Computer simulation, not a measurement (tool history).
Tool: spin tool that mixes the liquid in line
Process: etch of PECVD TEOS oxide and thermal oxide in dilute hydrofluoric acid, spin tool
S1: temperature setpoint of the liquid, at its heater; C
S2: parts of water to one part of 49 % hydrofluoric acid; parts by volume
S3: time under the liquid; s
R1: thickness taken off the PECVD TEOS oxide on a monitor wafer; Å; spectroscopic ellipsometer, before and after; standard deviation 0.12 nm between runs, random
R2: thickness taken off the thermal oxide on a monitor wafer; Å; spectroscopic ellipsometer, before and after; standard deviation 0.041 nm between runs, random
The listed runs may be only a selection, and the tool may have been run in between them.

Run 1, hour 0.0: S1 24.0 C, S2 200 parts by volume, S3 125 s. Result: R1 166.59 Å, R2 29.324 Å.
Run 2, hour 5.5: S1 25.5 C, S2 200 parts by volume, S3 125 s. Result: R1 178.28 Å, R2 30.724 Å.
Run 3, hour 10.7: S1 26.0 C, S2 195 parts by volume, S3 125 s. Result: R1 185.30 Å, R2 32.872 Å.
Run 4, hour 13.9: S1 26.0 C, S2 195 parts by volume, S3 160 s. Result: R1 237.64 Å, R2 41.398 Å.
Run 5, hour 15.8: S1 29.0 C, S2 195 parts by volume, S3 160 s. Result: R1 267.59 Å, R2 47.198 Å.
Run 6, hour 18.8: S1 29.0 C, S2 195 parts by volume, S3 135 s. Result: R1 224.88 Å, R2 38.747 Å.

Expected results for the next run?
Run 7, hour 26.5: S1 28.5 C, S2 195 parts by volume, S3 135 s. Result: R1 ?, R2 ?.

R1: 222.04 Å
R2: 38.934 Å
